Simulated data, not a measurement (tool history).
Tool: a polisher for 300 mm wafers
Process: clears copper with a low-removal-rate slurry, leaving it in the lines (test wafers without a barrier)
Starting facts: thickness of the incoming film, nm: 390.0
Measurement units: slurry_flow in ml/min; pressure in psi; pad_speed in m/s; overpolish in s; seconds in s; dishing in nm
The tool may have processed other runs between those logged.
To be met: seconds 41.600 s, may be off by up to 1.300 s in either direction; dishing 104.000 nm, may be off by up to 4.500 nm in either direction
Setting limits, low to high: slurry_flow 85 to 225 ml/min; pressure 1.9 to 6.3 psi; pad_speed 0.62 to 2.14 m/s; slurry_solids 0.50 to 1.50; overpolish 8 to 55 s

run	hour	slurry_flow	pressure	pad_speed	slurry_solids	overpolish	seconds	dishing
1	0.0	145	4.1	1.38	1.00	28	63.654	76.348
2	2.7	120	4.1	1.38	1.00	28	65.431	75.304
3	11.1	150	4.1	1.38	1.00	28	63.213	75.184
4	11.8	180	4.1	1.38	1.00	28	61.730	77.911
5	17.8	180	4.1	1.38	1.05	28	61.031	79.387
6	19.4	160	4.1	1.38	1.05	28	61.936	78.783
7	26.8	160	4.4	1.38	1.05	28	58.567	79.010
8	32.7	160	4.7	1.38	1.05	30	56.208	84.380
9	40.1	165	5.0	1.38	1.05	31	53.064	90.778
10	46.5	165	5.2	1.38	1.05	31	51.312	91.497
11	47.1	165	5.4	1.38	1.05	31	50.457	89.455
12	51.7	165	5.6	1.38	1.05	32	48.303	94.545

Pick the move, out of 4, that brings all results within their allowed miss; only one does.
A	56.3	205	5.6	1.44	1.15	42	?	?
B	56.3	160	6.3	1.46	1.05	31	?	?
C	56.3	165	6.0	1.48	0.95	41	?	?
D	56.3	180	6.1	1.54	0.90	38	?	?

move	seconds	dishing
A	44.198	103.150
B	41.949	98.703
C	44.113	103.630
D	41.959	103.310
A: closer than the last run, but not yet in spec
B: puts the biggest miss on target and leaves a different result outside tolerance
C: closer than the last run, but not yet in spec
D: hits every target within its allowed miss
The move that meets every target is D.

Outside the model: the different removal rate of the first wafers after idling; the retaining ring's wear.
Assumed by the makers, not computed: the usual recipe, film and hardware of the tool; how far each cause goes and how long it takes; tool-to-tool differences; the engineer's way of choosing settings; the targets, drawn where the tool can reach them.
